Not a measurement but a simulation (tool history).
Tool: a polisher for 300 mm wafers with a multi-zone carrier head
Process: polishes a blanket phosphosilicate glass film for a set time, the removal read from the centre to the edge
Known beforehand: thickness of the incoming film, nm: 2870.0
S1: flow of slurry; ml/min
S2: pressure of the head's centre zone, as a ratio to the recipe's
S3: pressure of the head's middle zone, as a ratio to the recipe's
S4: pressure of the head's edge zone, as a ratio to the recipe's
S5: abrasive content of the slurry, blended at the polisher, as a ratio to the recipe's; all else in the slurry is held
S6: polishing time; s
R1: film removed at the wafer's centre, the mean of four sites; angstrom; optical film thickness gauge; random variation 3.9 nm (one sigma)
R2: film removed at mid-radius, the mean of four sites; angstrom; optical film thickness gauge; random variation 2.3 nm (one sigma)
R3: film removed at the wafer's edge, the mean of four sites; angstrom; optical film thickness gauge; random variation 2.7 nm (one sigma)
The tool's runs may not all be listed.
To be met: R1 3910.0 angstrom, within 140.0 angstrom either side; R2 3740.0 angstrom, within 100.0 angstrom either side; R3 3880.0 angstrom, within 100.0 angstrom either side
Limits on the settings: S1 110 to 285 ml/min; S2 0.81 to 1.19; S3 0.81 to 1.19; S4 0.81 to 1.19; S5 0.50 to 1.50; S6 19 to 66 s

run  hour   S1    S2    S3    S4    S5  S6      R1      R2      R3
  1   0.0  180  1.00  1.00  1.00  1.00  42  4475.5  4478.5  4543.2
  2   8.0  175  0.99  0.98  0.97  1.00  42  4363.9  4449.6  4414.9
  3   9.9  170  0.99  0.95  0.96  1.00  42  4357.9  4290.7  4440.7
  4  13.8  170  0.99  0.91  0.96  1.00  42  4366.4  4124.4  4458.8
  5  16.8  165  0.99  0.90  0.94  1.00  42  4322.7  4079.9  4342.2
  6  21.8  165  1.06  0.90  0.94  1.00  42  4671.4  4084.4  4404.8
  7  29.3  160  1.04  0.89  0.92  1.00  42  4628.9  4051.6  4303.3
  8  31.0  160  1.04  0.89  0.92  1.00  42  4607.0  4059.3  4293.1
  9  36.2  155  1.02  0.88  0.91  1.00  42  4435.4  3965.1  4321.5
 10  44.3  155  1.01  0.88  0.90  1.00  42  4389.3  3995.0  4299.7
 11  49.6  150  1.01  0.88  0.89  1.00  42  4331.2  3991.4  4216.8
 12  51.2  145  1.01  0.88  0.88  1.00  42  4289.6  3930.8  4219.5
 13  53.3  145  1.01  0.88  0.87  1.00  42  4399.1  3983.8  4204.9
 14  61.8  145  1.00  0.88  0.86  1.00  42  4322.5  3936.1  4178.3
 15  67.2  140  0.99  0.88  0.85  1.00  42  4219.6  3915.9  4116.4
 16  67.9  135  0.99  0.88  0.84  1.00  42  4156.9  3900.6  4107.8
 17  70.0  130  0.99  0.88  0.82  0.95  42  4084.8  3770.9  3976.1

Of the 4 settings listed for the next run, only one would bring every result within its allowed miss of target. Which one?
  A  72.1  135  0.93  0.82  0.87  1.15  39   ?   ?   ?
  B  72.1  115  0.98  0.81  0.83  0.95  44   ?   ?   ?
  C  72.1  150  0.96  0.88  0.83  0.90  42   ?   ?   ?
  D  72.1  140  1.04  0.87  0.81  0.80  45   ?   ?   ?

move      R1      R2      R3
   A  3845.9  3620.6  4130.2
   B  4077.1  3617.5  4124.9
   C  3901.2  3755.2  3953.4
   D  4222.9  3719.1  3928.9
A: meets the target for the result that was furthest off, but another lies outside its allowed miss
B: its largest miss is bigger than the last run's
C: every result lands within tolerance
D: its largest miss is bigger than the last run's
C meets every target.

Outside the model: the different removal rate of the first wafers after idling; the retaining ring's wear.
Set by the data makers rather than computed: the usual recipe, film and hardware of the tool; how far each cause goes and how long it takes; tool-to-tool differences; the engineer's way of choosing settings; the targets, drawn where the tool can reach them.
